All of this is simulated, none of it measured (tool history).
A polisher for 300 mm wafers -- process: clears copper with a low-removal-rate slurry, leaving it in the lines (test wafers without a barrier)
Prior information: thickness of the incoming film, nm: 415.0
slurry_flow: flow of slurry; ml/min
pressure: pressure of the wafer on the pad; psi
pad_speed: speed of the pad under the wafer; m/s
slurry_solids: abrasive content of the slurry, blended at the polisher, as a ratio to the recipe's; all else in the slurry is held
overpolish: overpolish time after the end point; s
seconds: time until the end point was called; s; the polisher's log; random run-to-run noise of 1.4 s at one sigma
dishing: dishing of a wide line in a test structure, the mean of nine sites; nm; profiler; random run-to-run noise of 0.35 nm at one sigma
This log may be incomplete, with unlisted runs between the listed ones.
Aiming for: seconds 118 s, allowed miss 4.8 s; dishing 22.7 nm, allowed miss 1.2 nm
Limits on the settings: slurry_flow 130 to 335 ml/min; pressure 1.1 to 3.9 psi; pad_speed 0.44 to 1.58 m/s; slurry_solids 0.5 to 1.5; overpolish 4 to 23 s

run,hour,slurry_flow,pressure,pad_speed,slurry_solids,overpolish,seconds,dishing
1,0,215,2.5,1,1,12,165.35,22.031
2,7.4,215,2.5,1,1,17,163.56,29.378
3,9.3,215,3.1,1,1,17,137.96,34.24
4,14.7,180,3.1,1,1,17,141,33.548
5,15.7,180,3.5,1,1,17,129.13,37.521
6,24.4,180,3.1,1,1,17,139.25,33.875
7,25.4,205,3.5,1.08,1,11,115.66,27.143
8,33,205,3.5,1.08,1,10,117.03,25.201

Exercise: of the 4 proposed moves below, exactly one satisfies all targets within the stated allowed misses. Which move is it?
A,40.6,255,3.5,1.02,1.1,10,?,?
B,40.6,150,3.9,1.02,0.9,9,?,?
C,40.6,220,3.8,1,0.95,10,?,?
D,40.6,150,3.5,1.02,0.85,10,?,?

move,seconds,dishing
A,118.14,25.062
B,118.61,22.81
C,117.34,25.281
D,131.33,22.81
A: gains on the last run, yet a result remains outside its allowed miss
B: all results in spec
C: no nearer and no further than the last run
D: meets the target for the result that was furthest off, but another lies outside its allowed miss
Answer: B

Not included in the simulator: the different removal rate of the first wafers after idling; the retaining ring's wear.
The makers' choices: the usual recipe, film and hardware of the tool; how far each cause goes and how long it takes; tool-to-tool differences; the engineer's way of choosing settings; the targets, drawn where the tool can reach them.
